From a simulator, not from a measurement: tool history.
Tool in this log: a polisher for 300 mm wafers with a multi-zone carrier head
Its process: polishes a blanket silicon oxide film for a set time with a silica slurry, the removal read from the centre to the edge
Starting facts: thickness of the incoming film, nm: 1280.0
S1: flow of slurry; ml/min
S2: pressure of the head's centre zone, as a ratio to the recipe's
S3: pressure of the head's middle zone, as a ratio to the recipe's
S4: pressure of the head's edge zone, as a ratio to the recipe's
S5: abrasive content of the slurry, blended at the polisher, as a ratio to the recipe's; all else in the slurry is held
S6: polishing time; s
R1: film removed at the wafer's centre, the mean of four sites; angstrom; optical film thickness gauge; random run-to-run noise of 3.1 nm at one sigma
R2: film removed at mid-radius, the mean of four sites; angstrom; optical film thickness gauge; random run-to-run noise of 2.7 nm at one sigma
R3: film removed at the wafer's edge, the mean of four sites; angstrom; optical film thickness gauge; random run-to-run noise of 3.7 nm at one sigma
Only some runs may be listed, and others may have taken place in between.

run 1 hour=0 | S1=270 S2=1 S3=1 S4=1 S5=1 S6=84 | R1=1617.9 R2=1664.8 R3=1654.4
run 2 hour=2.9 | S1=270 S2=1.02 S3=1 S4=1.02 S5=1.1 S6=86 | R1=1724.3 R2=1699.3 R3=1693.6
run 3 hour=6.7 | S1=270 S2=1.02 S3=0.92 S4=1.02 S5=1.1 S6=86 | R1=1762.2 R2=1659.1 R3=1714.2
run 4 hour=10.7 | S1=270 S2=1.02 S3=0.91 S4=1.03 S5=1.15 S6=90 | R1=1830.5 R2=1663 R3=1892.9
run 5 hour=14.6 | S1=275 S2=1.03 S3=0.93 S4=1.02 S5=1.2 S6=93 | R1=1967.7 R2=1806.7 R3=1945.4
run 6 hour=21.2 | S1=275 S2=1.03 S3=0.93 S4=0.99 S5=1.2 S6=93 | R1=1957.1 R2=1810.7 R3=1903.1

Forecast run 7:
run 7 hour=23.8 | S1=275 S2=1.04 S3=0.94 S4=1 S5=1.25 S6=96 | R1=? R2=? R3=?

{"run 7": {"R1": 2096.6, "R2": 1945.9, "R3": 2000.9}}

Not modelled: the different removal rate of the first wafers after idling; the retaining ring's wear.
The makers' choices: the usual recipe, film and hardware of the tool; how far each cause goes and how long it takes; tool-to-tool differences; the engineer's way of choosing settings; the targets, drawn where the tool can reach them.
